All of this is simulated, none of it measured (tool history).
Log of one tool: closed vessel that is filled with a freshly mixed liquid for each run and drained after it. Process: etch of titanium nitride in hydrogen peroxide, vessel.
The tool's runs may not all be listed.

run,hour,temperature setpoint of the liquid (K),concentration of hydrogen peroxide in the mixed liquid (% by weight),time in the liquid (s),thickness taken off the titanium nitride on a monitor wafer (angstrom)
1,0,319.15,19.5,110,65.507
2,7.7,319.15,19.5,110,65.559
3,13.5,319.15,19.5,110,65.297
4,20.8,322.15,19.5,110,81.547
5,24.1,319.65,19.5,110,67.959
6,32.3,319.65,16.5,110,65.626
7,36.4,322.65,16.5,110,81.169
8,40.9,324.65,16.5,110,94.496
9,46.2,326.15,16.5,110,104.66

The next listed run, before its measurement:
10,48.4,327.65,16.5,110,?

{"run 10": {"thickness taken off the titanium nitride on a monitor wafer (angstrom)": 117.61}}
